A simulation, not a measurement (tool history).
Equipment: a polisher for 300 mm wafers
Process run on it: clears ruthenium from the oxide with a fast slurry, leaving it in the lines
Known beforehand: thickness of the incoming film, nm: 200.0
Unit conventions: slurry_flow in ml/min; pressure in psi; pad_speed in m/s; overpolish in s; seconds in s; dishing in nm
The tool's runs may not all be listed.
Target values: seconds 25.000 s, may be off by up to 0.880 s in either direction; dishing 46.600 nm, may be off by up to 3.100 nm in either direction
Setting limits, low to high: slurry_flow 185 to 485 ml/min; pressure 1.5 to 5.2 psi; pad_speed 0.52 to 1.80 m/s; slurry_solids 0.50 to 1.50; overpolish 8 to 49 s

run 1 hour=0.0 | slurry_flow=310 pressure=3.3 pad_speed=1.16 slurry_solids=1.00 overpolish=25 | seconds=36.014 dishing=85.735
run 2 hour=4.2 | slurry_flow=310 pressure=3.4 pad_speed=1.16 slurry_solids=1.00 overpolish=23 | seconds=34.113 dishing=82.267
run 3 hour=10.5 | slurry_flow=310 pressure=3.5 pad_speed=1.14 slurry_solids=1.00 overpolish=21 | seconds=33.636 dishing=77.702
run 4 hour=16.1 | slurry_flow=310 pressure=3.5 pad_speed=1.14 slurry_solids=0.80 overpolish=21 | seconds=37.409 dishing=70.662
run 5 hour=17.2 | slurry_flow=310 pressure=3.5 pad_speed=1.14 slurry_solids=0.80 overpolish=29 | seconds=37.668 dishing=87.779
run 6 hour=19.0 | slurry_flow=310 pressure=3.0 pad_speed=1.14 slurry_solids=0.80 overpolish=29 | seconds=43.296 dishing=78.954
run 7 hour=27.3 | slurry_flow=320 pressure=3.2 pad_speed=1.16 slurry_solids=0.75 overpolish=27 | seconds=42.890 dishing=83.363
run 8 hour=32.4 | slurry_flow=305 pressure=3.4 pad_speed=1.14 slurry_solids=0.80 overpolish=25 | seconds=38.267 dishing=79.978
run 9 hour=33.0 | slurry_flow=290 pressure=3.6 pad_speed=1.06 slurry_solids=0.90 overpolish=23 | seconds=36.802 dishing=79.761
run 10 hour=40.4 | slurry_flow=310 pressure=3.6 pad_speed=1.12 slurry_solids=0.85 overpolish=21 | seconds=35.478 dishing=75.711
run 11 hour=44.2 | slurry_flow=295 pressure=3.7 pad_speed=1.14 slurry_solids=0.80 overpolish=20 | seconds=35.820 dishing=75.179
run 12 hour=45.6 | slurry_flow=295 pressure=3.7 pad_speed=1.14 slurry_solids=0.80 overpolish=20 | seconds=35.512 dishing=74.181
run 13 hour=51.2 | slurry_flow=315 pressure=3.8 pad_speed=1.14 slurry_solids=0.80 overpolish=19 | seconds=34.256 dishing=71.646
run 14 hour=55.2 | slurry_flow=335 pressure=4.0 pad_speed=1.12 slurry_solids=0.80 overpolish=18 | seconds=33.317 dishing=73.037
run 15 hour=58.7 | slurry_flow=350 pressure=4.1 pad_speed=1.14 slurry_solids=0.75 overpolish=17 | seconds=33.054 dishing=69.645
run 16 hour=61.6 | slurry_flow=365 pressure=4.2 pad_speed=1.16 slurry_solids=0.70 overpolish=16 | seconds=32.679 dishing=64.711
run 17 hour=68.6 | slurry_flow=380 pressure=4.3 pad_speed=1.18 slurry_solids=0.70 overpolish=15 | seconds=31.761 dishing=62.335
run 18 hour=71.3 | slurry_flow=470 pressure=5.2 pad_speed=1.24 slurry_solids=0.50 overpolish=8 | seconds=30.957 dishing=39.625
run 19 hour=72.8 | slurry_flow=450 pressure=5.2 pad_speed=1.52 slurry_solids=0.50 overpolish=8 | seconds=27.220 dishing=45.255
run 20 hour=76.1 | slurry_flow=455 pressure=5.2 pad_speed=1.54 slurry_solids=0.50 overpolish=8 | seconds=27.403 dishing=43.688
run 21 hour=83.3 | slurry_flow=455 pressure=5.2 pad_speed=1.56 slurry_solids=0.50 overpolish=8 | seconds=27.103 dishing=44.734

4 next moves are on the table. One of them brings every result within its allowed miss. Which?
run A hour=90.5 | slurry_flow=400 pressure=3.4 pad_speed=1.56 slurry_solids=0.85 overpolish=9 | seconds=? dishing=?
run B hour=90.5 | slurry_flow=420 pressure=4.9 pad_speed=1.68 slurry_solids=0.50 overpolish=8 | seconds=? dishing=?
run C hour=90.5 | slurry_flow=480 pressure=5.2 pad_speed=1.56 slurry_solids=0.55 overpolish=8 | seconds=? dishing=?
run D hour=90.5 | slurry_flow=485 pressure=4.2 pad_speed=1.60 slurry_solids=0.65 overpolish=8 | seconds=? dishing=?

move=A seconds=29.610 dishing=42.952
move=B seconds=26.612 dishing=42.548
move=C seconds=24.722 dishing=45.304
move=D seconds=27.074 dishing=41.923
A: moves away from the targets compared with the last run
B: closer than the last run, but not yet in spec
C: every result within its allowed miss
D: about the same distance from the targets as the last run
C meets every target.

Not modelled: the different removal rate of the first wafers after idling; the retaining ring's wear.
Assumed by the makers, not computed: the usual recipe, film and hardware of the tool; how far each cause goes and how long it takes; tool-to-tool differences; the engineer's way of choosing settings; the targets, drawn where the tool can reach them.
